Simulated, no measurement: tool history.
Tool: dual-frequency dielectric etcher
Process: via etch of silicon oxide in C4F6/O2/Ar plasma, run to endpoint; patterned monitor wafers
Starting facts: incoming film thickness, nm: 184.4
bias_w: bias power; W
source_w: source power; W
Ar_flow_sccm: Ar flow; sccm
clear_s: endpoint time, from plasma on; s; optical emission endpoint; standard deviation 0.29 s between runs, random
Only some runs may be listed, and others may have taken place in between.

run	hour	bias_w	source_w	Ar_flow_sccm	clear_s
1	0.0	409	440	378	45.418
2	5.2	409	490	378	42.901
3	6.9	409	490	326	42.374
4	8.6	382	470	329	43.706
5	13.5	448	470	329	42.781
6	17.5	416	470	329	43.124

Expected results for the next run?
7	21.5	400	440	334	?

clear_s: 44.798 s
